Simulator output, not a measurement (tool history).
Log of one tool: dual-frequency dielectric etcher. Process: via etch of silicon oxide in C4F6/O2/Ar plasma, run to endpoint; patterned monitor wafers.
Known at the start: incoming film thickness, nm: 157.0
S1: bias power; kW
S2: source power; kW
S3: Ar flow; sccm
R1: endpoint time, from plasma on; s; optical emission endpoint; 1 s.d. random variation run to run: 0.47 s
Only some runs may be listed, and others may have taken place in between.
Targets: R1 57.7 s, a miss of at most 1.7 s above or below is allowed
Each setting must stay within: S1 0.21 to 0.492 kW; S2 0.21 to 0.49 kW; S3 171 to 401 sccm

run,day,S1,S2,S3,R1
1,0,0.351,0.35,286,41.621
2,0.042,0.351,0.32,286,44.143
3,0.083,0.333,0.3,288,47.689
4,0.279,0.316,0.3,288,48.771
5,0.346,0.316,0.3,244,47.673
6,0.458,0.301,0.29,245,50.512
7,0.492,0.29,0.29,245,50.911
8,0.775,0.22,0.22,260,74.415
9,1.075,0.237,0.22,260,70.314
10,1.3,0.237,0.22,260,70.168
11,1.362,0.25,0.22,260,68.363
12,1.662,0.262,0.22,260,66.907
13,1.792,0.273,0.22,260,65.947
14,1.904,0.284,0.22,260,64.723
15,2.217,0.293,0.22,260,63.152
16,2.471,0.357,0.24,256,52.18
17,2.571,0.349,0.24,256,54.023
18,2.812,0.343,0.24,256,54.367
19,2.846,0.338,0.24,256,53.856
20,2.921,0.333,0.24,256,54.893
21,3.162,0.296,0.23,259,61.203
22,3.462,0.301,0.23,259,60.02

Consider the 5 candidate settings below. Which is the only one whose results all fall within their allowed miss of target?
A,3.762,0.333,0.23,273,?
B,3.762,0.285,0.22,219,?
C,3.762,0.279,0.23,277,?
D,3.762,0.217,0.28,298,?
E,3.762,0.25,0.25,259,?

move,R1
A,57.161
B,62.543
C,62.74
D,62.53
E,61.778
A: each result inside its tolerance
B: further off than the last run
C: further off than the last run
D: further off than the last run
E: further off than the last run
Move A is the one to make.
